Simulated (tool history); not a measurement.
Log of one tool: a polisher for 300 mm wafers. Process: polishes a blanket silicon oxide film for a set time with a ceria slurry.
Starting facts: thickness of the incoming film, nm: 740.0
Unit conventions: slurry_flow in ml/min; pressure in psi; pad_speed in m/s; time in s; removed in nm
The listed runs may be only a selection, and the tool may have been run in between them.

run,hour,slurry_flow,pressure,pad_speed,time,removed
1,0.0,280,2.9,1.42,65,403.96
2,1.0,280,2.7,1.42,65,385.06
3,5.9,280,3.2,1.42,65,426.92
4,6.7,280,2.9,1.40,65,393.57
5,10.9,250,2.9,1.40,65,394.11
6,12.8,250,2.9,1.40,68,418.81

Expected results for the next run?
7,18.4,250,2.6,1.38,68,?

Run 7 gave removed 374.94 nm.
